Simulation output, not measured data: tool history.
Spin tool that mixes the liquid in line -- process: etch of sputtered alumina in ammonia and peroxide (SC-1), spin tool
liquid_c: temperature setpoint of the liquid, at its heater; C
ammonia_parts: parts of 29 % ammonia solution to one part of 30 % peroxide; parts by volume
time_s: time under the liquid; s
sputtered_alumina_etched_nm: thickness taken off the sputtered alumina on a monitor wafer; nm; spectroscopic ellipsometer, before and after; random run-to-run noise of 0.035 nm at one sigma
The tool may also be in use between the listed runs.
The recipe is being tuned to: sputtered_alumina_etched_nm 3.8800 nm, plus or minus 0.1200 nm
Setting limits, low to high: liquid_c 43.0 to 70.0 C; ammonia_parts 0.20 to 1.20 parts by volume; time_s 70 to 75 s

Run 1, hour 0.0: liquid_c 59.0 C, ammonia_parts 0.75 parts by volume, time_s 70 s. Result: sputtered_alumina_etched_nm 7.2286 nm.
Run 2, hour 8.8: liquid_c 57.5 C, ammonia_parts 0.75 parts by volume, time_s 70 s. Result: sputtered_alumina_etched_nm 6.7508 nm.
Run 3, hour 14.3: liquid_c 57.5 C, ammonia_parts 0.75 parts by volume, time_s 75 s. Result: sputtered_alumina_etched_nm 7.2457 nm.
Run 4, hour 18.0: liquid_c 57.5 C, ammonia_parts 0.85 parts by volume, time_s 75 s. Result: sputtered_alumina_etched_nm 7.2680 nm.
Run 5, hour 21.3: liquid_c 57.5 C, ammonia_parts 0.85 parts by volume, time_s 75 s. Result: sputtered_alumina_etched_nm 7.2378 nm.
Run 6, hour 22.7: liquid_c 57.5 C, ammonia_parts 1.05 parts by volume, time_s 75 s. Result: sputtered_alumina_etched_nm 7.4671 nm.
Run 7, hour 29.0: liquid_c 57.5 C, ammonia_parts 1.05 parts by volume, time_s 75 s. Result: sputtered_alumina_etched_nm 7.4905 nm.
Run 8, hour 32.9: liquid_c 49.5 C, ammonia_parts 1.00 parts by volume, time_s 75 s. Result: sputtered_alumina_etched_nm 4.7690 nm.
Run 9, hour 34.0: liquid_c 49.0 C, ammonia_parts 1.00 parts by volume, time_s 75 s. Result: sputtered_alumina_etched_nm 4.7215 nm.
Run 10, hour 39.2: liquid_c 48.5 C, ammonia_parts 1.00 parts by volume, time_s 75 s. Result: sputtered_alumina_etched_nm 4.6219 nm.
Run 11, hour 44.6: liquid_c 48.0 C, ammonia_parts 1.00 parts by volume, time_s 75 s. Result: sputtered_alumina_etched_nm 4.4146 nm.
Run 12, hour 51.0: liquid_c 47.5 C, ammonia_parts 1.00 parts by volume, time_s 75 s. Result: sputtered_alumina_etched_nm 4.2431 nm.

4 next moves are on the table. One of them brings every result within its allowed miss. Which?
Run A, hour 57.4: liquid_c 49.5 C, ammonia_parts 0.60 parts by volume, time_s 75 s. Result: sputtered_alumina_etched_nm ?.
Run B, hour 57.4: liquid_c 50.5 C, ammonia_parts 1.20 parts by volume, time_s 70 s. Result: sputtered_alumina_etched_nm ?.
Run C, hour 57.4: liquid_c 50.5 C, ammonia_parts 1.15 parts by volume, time_s 70 s. Result: sputtered_alumina_etched_nm ?.
Run D, hour 57.4: liquid_c 47.0 C, ammonia_parts 1.00 parts by volume, time_s 70 s. Result: sputtered_alumina_etched_nm ?.

move  sputtered_alumina_etched_nm
   A                       4.5713
   B                       4.8146
   C                       4.7951
   D                       3.8972
A: lands further from the targets than the last run did
B: lands further from the targets than the last run did
C: lands further from the targets than the last run did
D: each result inside its tolerance
The right move is D.

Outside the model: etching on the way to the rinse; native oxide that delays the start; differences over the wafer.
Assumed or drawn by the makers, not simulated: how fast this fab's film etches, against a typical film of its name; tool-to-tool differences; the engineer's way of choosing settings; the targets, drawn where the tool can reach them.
